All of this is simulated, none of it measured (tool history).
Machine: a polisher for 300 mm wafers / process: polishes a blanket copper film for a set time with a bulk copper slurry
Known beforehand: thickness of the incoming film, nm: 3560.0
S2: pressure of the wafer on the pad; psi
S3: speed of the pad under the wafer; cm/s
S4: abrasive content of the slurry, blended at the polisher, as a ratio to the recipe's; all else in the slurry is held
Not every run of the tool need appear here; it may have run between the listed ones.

run 1 hour=0 | flow_of_slurry_(ml/min)=235 S2=2.5 S3=140 S4=1 polishing_time_(s)=116 | film_removed_(Å)=11540
run 2 hour=4.4 | flow_of_slurry_(ml/min)=235 S2=2.5 S3=124 S4=1 polishing_time_(s)=116 | film_removed_(Å)=10371
run 3 hour=6.6 | flow_of_slurry_(ml/min)=235 S2=2.5 S3=124 S4=1 polishing_time_(s)=121 | film_removed_(Å)=10905
run 4 hour=8.6 | flow_of_slurry_(ml/min)=240 S2=2.9 S3=124 S4=1 polishing_time_(s)=121 | film_removed_(Å)=12333
run 5 hour=17 | flow_of_slurry_(ml/min)=240 S2=2.9 S3=124 S4=1.1 polishing_time_(s)=121 | film_removed_(Å)=12580
run 6 hour=18.3 | flow_of_slurry_(ml/min)=180 S2=2.9 S3=124 S4=1.1 polishing_time_(s)=121 | film_removed_(Å)=12179
run 7 hour=23.6 | flow_of_slurry_(ml/min)=195 S2=3.2 S3=124 S4=1.1 polishing_time_(s)=121 | film_removed_(Å)=13558
run 8 hour=29 | flow_of_slurry_(ml/min)=210 S2=3.4 S3=124 S4=1.1 polishing_time_(s)=121 | film_removed_(Å)=14433

Predict the results of run 9:
-- hour=30.4 head pressure recalibrated
run 9 hour=30.4 | flow_of_slurry_(ml/min)=220 S2=3.6 S3=126 S4=1.1 polishing_time_(s)=121 | film_removed_(Å)=?

Run 9 came out at film removed (Å) 14581.
